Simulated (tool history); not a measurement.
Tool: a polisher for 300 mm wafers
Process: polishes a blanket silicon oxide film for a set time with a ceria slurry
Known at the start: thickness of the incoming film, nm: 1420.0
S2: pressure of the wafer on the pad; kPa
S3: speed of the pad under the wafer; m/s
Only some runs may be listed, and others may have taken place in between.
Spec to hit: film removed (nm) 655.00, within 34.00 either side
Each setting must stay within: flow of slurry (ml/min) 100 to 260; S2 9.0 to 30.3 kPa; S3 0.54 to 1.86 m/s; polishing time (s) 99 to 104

{"run": 1, "day": 0.0, "flow of slurry (ml/min)": 165, "S2": 19.3, "S3": 1.18, "polishing time (s)": 99, "film removed (nm)": 440.25}
{"run": 2, "day": 0.058, "flow of slurry (ml/min)": 165, "S2": 19.3, "S3": 0.92, "polishing time (s)": 99, "film removed (nm)": 340.5}
{"run": 3, "day": 0.142, "flow of slurry (ml/min)": 165, "S2": 22.8, "S3": 0.94, "polishing time (s)": 99, "film removed (nm)": 417.98}
{"run": 4, "day": 0.504, "flow of slurry (ml/min)": 200, "S2": 22.8, "S3": 0.94, "polishing time (s)": 99, "film removed (nm)": 420.39}
{"day": 0.779, "done": "head pressure recalibrated"}
{"run": 5, "day": 0.779, "flow of slurry (ml/min)": 175, "S2": 22.8, "S3": 0.94, "polishing time (s)": 99, "film removed (nm)": 457.89}
{"run": 6, "day": 0.812, "flow of slurry (ml/min)": 210, "S2": 22.8, "S3": 0.94, "polishing time (s)": 99, "film removed (nm)": 478.7}
{"run": 7, "day": 0.912, "flow of slurry (ml/min)": 220, "S2": 24.1, "S3": 0.94, "polishing time (s)": 99, "film removed (nm)": 512.08}
{"run": 8, "day": 1.246, "flow of slurry (ml/min)": 225, "S2": 24.8, "S3": 0.94, "polishing time (s)": 99, "film removed (nm)": 518.15}

Exercise: of the 5 proposed moves below, exactly one satisfies all targets within the stated allowed misses. Which move is it?
{"run": "A", "day": 1.579, "flow of slurry (ml/min)": 225, "S2": 25.5, "S3": 0.98, "polishing time (s)": 101, "film removed (nm)": "?"}
{"run": "B", "day": 1.579, "flow of slurry (ml/min)": 205, "S2": 23.4, "S3": 0.7, "polishing time (s)": 99, "film removed (nm)": "?"}
{"run": "C", "day": 1.579, "flow of slurry (ml/min)": 150, "S2": 22.1, "S3": 0.74, "polishing time (s)": 99, "film removed (nm)": "?"}
{"run": "D", "day": 1.579, "flow of slurry (ml/min)": 225, "S2": 25.5, "S3": 0.96, "polishing time (s)": 99, "film removed (nm)": "?"}
{"run": "E", "day": 1.579, "flow of slurry (ml/min)": 260, "S2": 26.2, "S3": 1.04, "polishing time (s)": 104, "film removed (nm)": "?"}

move=A film_removed_(nm)=572.77
move=B film_removed_(nm)=381.73
move=C film_removed_(nm)=359.39
move=D film_removed_(nm)=551.21
move=E film_removed_(nm)=648.50
A: gains on the last run, yet a result remains outside its allowed miss
B: the biggest miss grows against the last run
C: the biggest miss grows against the last run
D: gains on the last run, yet a result remains outside its allowed miss
E: hits every target within its allowed miss
The move that meets every target is E.
